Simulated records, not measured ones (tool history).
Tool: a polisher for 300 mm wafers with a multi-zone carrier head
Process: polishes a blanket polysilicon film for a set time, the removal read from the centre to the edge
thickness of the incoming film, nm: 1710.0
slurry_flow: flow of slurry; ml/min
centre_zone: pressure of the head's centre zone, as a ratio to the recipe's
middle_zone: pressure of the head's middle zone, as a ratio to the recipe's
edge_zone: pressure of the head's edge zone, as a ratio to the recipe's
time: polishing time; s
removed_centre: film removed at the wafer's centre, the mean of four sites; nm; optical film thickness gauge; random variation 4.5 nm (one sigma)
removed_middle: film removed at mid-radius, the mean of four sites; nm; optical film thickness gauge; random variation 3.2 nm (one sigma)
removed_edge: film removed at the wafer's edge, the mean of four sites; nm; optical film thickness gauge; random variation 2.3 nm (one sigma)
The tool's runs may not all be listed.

run,hour,slurry_flow,centre_zone,middle_zone,edge_zone,time,removed_centre,removed_middle,removed_edge
1,0,160,1,1,1,56,369.65,381.54,390.44
2,7.3,160,1,0.97,1,56,364.5,368.76,385.85
3,12.7,160,1,0.97,1.06,56,367.1,367.14,397.67
4,14.5,160,1,0.97,1.11,56,370.75,368.51,414.52
5,19.3,160,1,1.02,1.11,56,373.82,385.38,409.71
6,21.9,155,1.01,1.03,1.08,56,375.76,381.9,407.1
7,29.5,160,1.01,1.04,1.04,55,359.36,382.1,391.73
8,30.4,160,1.03,1.05,1,55,372.5,389.67,380.15
9,38,135,1.05,1.09,0.9,53,344.7,372.25,344.47
10,45.9,140,1.06,1.09,0.89,53,364.06,370.69,343.4
# hour 51.1: slurry nozzle cleaned
11,51.1,140,1.06,1.1,0.89,53,394.06,408.99,370.59
12,55.6,135,1.06,1.1,0.88,53,401.6,404.92,356.67
13,60.3,130,1.05,1.1,0.88,53,391.33,408.33,361.94
14,65.4,135,1.05,1.1,0.88,53,390.12,404.5,360.73

Forecast run 15:
15,73.7,130,1.05,1.1,0.88,53,?,?,?

Run 15 gave removed_centre 387.23 nm, removed_middle 404.14 nm, removed_edge 357.49 nm.
